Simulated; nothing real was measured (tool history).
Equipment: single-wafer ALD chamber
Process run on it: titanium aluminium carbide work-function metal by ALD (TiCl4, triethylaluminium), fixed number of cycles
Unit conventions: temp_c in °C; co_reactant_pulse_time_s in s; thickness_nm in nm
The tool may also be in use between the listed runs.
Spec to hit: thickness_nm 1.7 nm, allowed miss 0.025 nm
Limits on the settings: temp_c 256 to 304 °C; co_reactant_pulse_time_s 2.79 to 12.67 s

{"run": 1, "day": 0.0, "temp_c": 280, "co_reactant_pulse_time_s": 7.73, "thickness_nm": 1.9011}
{"run": 2, "day": 0.183, "temp_c": 289, "co_reactant_pulse_time_s": 7.73, "thickness_nm": 1.989}
{"run": 3, "day": 0.433, "temp_c": 289, "co_reactant_pulse_time_s": 9.59, "thickness_nm": 2.0523}
{"run": 4, "day": 0.588, "temp_c": 289, "co_reactant_pulse_time_s": 11.35, "thickness_nm": 2.0993}
{"run": 5, "day": 0.95, "temp_c": 296, "co_reactant_pulse_time_s": 11.35, "thickness_nm": 2.1634}
{"run": 6, "day": 1.108, "temp_c": 289, "co_reactant_pulse_time_s": 10.39, "thickness_nm": 2.0859}
{"run": 7, "day": 1.396, "temp_c": 283, "co_reactant_pulse_time_s": 9.53, "thickness_nm": 1.9918}
{"run": 8, "day": 1.654, "temp_c": 278, "co_reactant_pulse_time_s": 9.02, "thickness_nm": 1.9289}
{"run": 9, "day": 1.946, "temp_c": 274, "co_reactant_pulse_time_s": 8.65, "thickness_nm": 1.8696}

Pick the move, out of 4, that brings all results within their allowed miss; only one does.
{"run": "A", "day": 2.238, "temp_c": 270, "co_reactant_pulse_time_s": 6.13, "thickness_nm": "?"}
{"run": "B", "day": 2.238, "temp_c": 290, "co_reactant_pulse_time_s": 9.63, "thickness_nm": "?"}
{"run": "C", "day": 2.238, "temp_c": 259, "co_reactant_pulse_time_s": 6.61, "thickness_nm": "?"}
{"run": "D", "day": 2.238, "temp_c": 287, "co_reactant_pulse_time_s": 9.51, "thickness_nm": "?"}

move=A thickness_nm=1.6978
move=B thickness_nm=2.0723
move=C thickness_nm=1.629
move=D thickness_nm=2.0374
A: meets every target
B: the biggest miss grows against the last run
C: carries the result that was furthest off beyond its target, to the other side
D: the biggest miss grows against the last run
Correct choice: A, which meets every target

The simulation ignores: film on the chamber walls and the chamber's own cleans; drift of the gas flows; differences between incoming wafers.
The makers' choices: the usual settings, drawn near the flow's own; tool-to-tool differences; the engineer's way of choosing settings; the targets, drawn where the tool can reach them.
